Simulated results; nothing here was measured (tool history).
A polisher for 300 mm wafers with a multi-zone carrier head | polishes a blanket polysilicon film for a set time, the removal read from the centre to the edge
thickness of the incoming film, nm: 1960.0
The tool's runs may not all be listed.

run  hour  flow of slurry (ml/min)  pressure of the head's centre zone  pressure of the head's middle zone  pressure of the head's edge zone  polishing time (s)  film removed at the wafer's centre (Å)  film removed at mid-radius (Å)  film removed at the wafer's edge (Å)
  1   0.0                      205                                1.00                                1.00                              1.00                  37                                  3859.3                          3978.1                                3783.9
  2   4.4                      185                                1.00                                1.00                              1.00                  37                                  3873.1                          3974.6                                3755.9
  3  13.2                      185                                0.99                                0.96                              1.00                  33                                  3418.4                          3404.3                                3341.5
  4  17.1                      135                                0.99                                0.96                              1.00                  33                                  3203.6                          3236.5                                3332.2
  5  20.2                      160                                0.99                                0.96                              1.00                  33                                  3285.3                          3251.4                                3305.6
     25.3  -- edge zone pressure recalibrated
  6  25.3                      195                                0.99                                0.96                              1.00                  33                                  3381.0                          3383.0                                3612.3
  7  31.0                      175                                1.00                                0.95                              0.98                  31                                  3233.3                          3130.9                                3361.8
  8  34.5                      170                                0.95                                0.87                              0.88                  23                                  2254.1                          2158.9                                2264.6
  9  41.5                      185                                0.96                                0.88                              0.91                  23                                  2227.3                          2234.2                                2349.9

Run 10 comes next. What will it give?
 10  48.2                      190                                0.99                                0.89                              0.93                  23                                       ?                               ?                                     ?

film removed at the wafer's centre (Å): 2360.2
film removed at mid-radius (Å): 2256.2
film removed at the wafer's edge (Å): 2432.7
